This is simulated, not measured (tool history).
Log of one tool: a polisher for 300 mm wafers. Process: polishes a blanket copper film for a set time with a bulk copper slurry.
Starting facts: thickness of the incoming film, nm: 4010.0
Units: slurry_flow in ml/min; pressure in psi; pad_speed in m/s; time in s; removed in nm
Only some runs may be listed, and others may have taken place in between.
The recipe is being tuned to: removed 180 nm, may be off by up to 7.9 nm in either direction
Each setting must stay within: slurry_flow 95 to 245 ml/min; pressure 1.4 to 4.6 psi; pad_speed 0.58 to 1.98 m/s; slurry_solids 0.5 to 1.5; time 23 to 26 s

| run | hour | slurry_flow | pressure | pad_speed | slurry_solids | time | removed |
|---|---|---|---|---|---|---|---|
| 1 | 0 | 155 | 3 | 1.28 | 1 | 26 | 377.93 |
| 2 | 1.4 | 155 | 3 | 1.28 | 1.2 | 26 | 391.27 |
| 3 | 7.1 | 155 | 3 | 1.28 | 1.3 | 26 | 395.23 |
| 4 | 8.1 | 155 | 2.7 | 1.22 | 1.3 | 26 | 340.11 |
| 5 | 12.6 | 155 | 2.7 | 1.22 | 1.3 | 23 | 300.09 |
| 6 | 18.1 | 155 | 2.7 | 1.22 | 1.15 | 23 | 292.12 |
| 7 | 23.6 | 155 | 2.5 | 1.22 | 1.15 | 23 | 282.39 |
| 8 | 24.2 | 155 | 2.3 | 1.2 | 1.15 | 23 | 246.91 |
| 9 | 26 | 155 | 2.2 | 1.2 | 1.15 | 23 | 244.82 |
| 10 | 27.7 | 155 | 2.1 | 1.2 | 1.15 | 23 | 227.22 |
| 11 | 31.6 | 155 | 2 | 1.2 | 1.15 | 23 | 219.58 |
| 12 | 35.1 | 155 | 1.9 | 1.2 | 1.15 | 23 | 210.54 |
| 13 | 43.8 | 150 | 1.4 | 1.18 | 1.15 | 23 | 151.27 |
| 14 | 51.4 | 155 | 1.4 | 1.18 | 1.15 | 23 | 150.47 |
| 15 | 55.7 | 155 | 1.5 | 1.18 | 1.15 | 23 | 165.12 |
| 16 | 63.7 | 160 | 1.5 | 1.18 | 1.15 | 23 | 164.76 |

Exercise: of the 5 proposed moves below, exactly one satisfies all targets within the stated allowed misses. Which move is it?
| A | 71.7 | 145 | 1.4 | 1.44 | 1.1 | 23 | ? |
| B | 71.7 | 155 | 2.3 | 0.98 | 1 | 23 | ? |
| C | 71.7 | 200 | 1.4 | 1.36 | 1.25 | 26 | ? |
| D | 71.7 | 150 | 1.4 | 1.14 | 1.15 | 24 | ? |
| E | 71.7 | 180 | 1.5 | 0.94 | 1.3 | 26 | ? |

| move | removed |
|---|---|
| A | 182.94 |
| B | 201.54 |
| C | 210.89 |
| D | 154.33 |
| E | 156.11 |
A: every result within its allowed miss
B: takes the result that was furthest off past its target
C: takes the result that was furthest off past its target
D: further off than the last run
E: further off than the last run
A meets every target.
